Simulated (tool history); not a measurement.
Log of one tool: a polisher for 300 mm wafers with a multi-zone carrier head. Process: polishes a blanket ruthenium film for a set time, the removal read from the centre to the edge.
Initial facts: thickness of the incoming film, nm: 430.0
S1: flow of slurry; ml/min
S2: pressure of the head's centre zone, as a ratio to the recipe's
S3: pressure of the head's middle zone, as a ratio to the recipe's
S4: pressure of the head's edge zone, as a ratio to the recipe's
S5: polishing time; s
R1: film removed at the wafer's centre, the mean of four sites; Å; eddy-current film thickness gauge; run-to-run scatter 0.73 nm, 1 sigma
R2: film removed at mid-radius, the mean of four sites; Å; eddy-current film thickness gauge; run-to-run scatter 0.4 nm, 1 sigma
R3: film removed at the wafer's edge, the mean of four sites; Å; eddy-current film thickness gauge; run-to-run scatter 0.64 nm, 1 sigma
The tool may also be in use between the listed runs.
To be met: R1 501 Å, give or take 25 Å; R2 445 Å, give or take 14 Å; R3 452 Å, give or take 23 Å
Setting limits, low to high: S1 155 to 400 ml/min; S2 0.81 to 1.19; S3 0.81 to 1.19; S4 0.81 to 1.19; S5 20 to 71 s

Run 1, day 0: S1 255 ml/min, S2 1, S3 1, S4 1, S5 45 s. Result: R1 632.79 Å, R2 639.67 Å, R3 625.28 Å.
Run 2, day 0.204: S1 255 ml/min, S2 1, S3 1, S4 1, S5 53 s. Result: R1 761.58 Å, R2 765.97 Å, R3 751.65 Å.
Run 3, day 0.525: S1 255 ml/min, S2 1, S3 1, S4 1, S5 57 s. Result: R1 830.19 Å, R2 826.15 Å, R3 779.77 Å.
Run 4, day 0.579: S1 250 ml/min, S2 1.01, S3 0.98, S4 0.97, S5 52 s. Result: R1 747.45 Å, R2 730.35 Å, R3 695.39 Å.
Run 5, day 0.633: S1 250 ml/min, S2 1.01, S3 1.05, S4 0.97, S5 52 s. Result: R1 745.28 Å, R2 742.8 Å, R3 716.79 Å.
Run 6, day 0.858: S1 235 ml/min, S2 1.03, S3 1.04, S4 0.96, S5 48 s. Result: R1 704.35 Å, R2 697.39 Å, R3 645.4 Å.
Run 7, day 0.896: S1 250 ml/min, S2 1.04, S3 1, S4 0.96, S5 44 s. Result: R1 657.18 Å, R2 618.21 Å, R3 594.94 Å.
Run 8, day 0.933: S1 255 ml/min, S2 1.04, S3 0.98, S4 0.95, S5 41 s. Result: R1 600.26 Å, R2 561.6 Å, R3 567.35 Å.
Run 9, day 1.254: S1 255 ml/min, S2 1.04, S3 0.98, S4 0.95, S5 41 s. Result: R1 619.23 Å, R2 576.56 Å, R3 540.69 Å.
Run 10, day 1.288: S1 255 ml/min, S2 1.04, S3 0.95, S4 0.97, S5 39 s. Result: R1 582.19 Å, R2 546.01 Å, R3 537.01 Å.
Run 11, day 1.308: S1 260 ml/min, S2 1.04, S3 0.93, S4 0.96, S5 38 s. Result: R1 581.32 Å, R2 520.57 Å, R3 521.42 Å.
Run 12, day 1.538: S1 260 ml/min, S2 1.02, S3 0.91, S4 0.94, S5 37 s. Result: R1 536.77 Å, R2 495.48 Å, R3 490.73 Å.
Run 13, day 1.812: S1 260 ml/min, S2 1.02, S3 0.89, S4 0.93, S5 37 s. Result: R1 545.88 Å, R2 498.79 Å, R3 489.46 Å.
Run 14, day 2.167: S1 260 ml/min, S2 1.02, S3 0.88, S4 0.93, S5 36 s. Result: R1 531.82 Å, R2 470.32 Å, R3 479.66 Å.
Run 15, day 2.479: S1 255 ml/min, S2 1.01, S3 0.87, S4 0.92, S5 36 s. Result: R1 507.2 Å, R2 466.31 Å, R3 488.42 Å.
Run 16, day 2.638: S1 260 ml/min, S2 1.01, S3 0.87, S4 0.91, S5 36 s. Result: R1 524.9 Å, R2 469.09 Å, R3 488.27 Å.

Below are 4 possible settings for the next run. Only one of them brings all results inside the allowed miss of their targets. Which is it?
Run A, day 2.796: S1 240 ml/min, S2 1.06, S3 0.94, S4 0.99, S5 33 s. Result: R1 ?, R2 ?, R3 ?.
Run B, day 2.796: S1 230 ml/min, S2 0.94, S3 0.95, S4 0.96, S5 34 s. Result: R1 ?, R2 ?, R3 ?.
Run C, day 2.796: S1 210 ml/min, S2 0.86, S3 0.91, S4 0.94, S5 38 s. Result: R1 ?, R2 ?, R3 ?.
Run D, day 2.796: S1 285 ml/min, S2 1.05, S3 0.95, S4 0.93, S5 38 s. Result: R1 ?, R2 ?, R3 ?.

move      R1      R2      R3
   A  498.95  453.46  454.72
   B  453.08  468.46  460.14
   C  457.33  504.27  505.49
   D  580.35  535.08   515.4
A: all results in spec
B: the biggest miss grows against the last run
C: the biggest miss grows against the last run
D: the biggest miss grows against the last run
The move that meets every target is A.
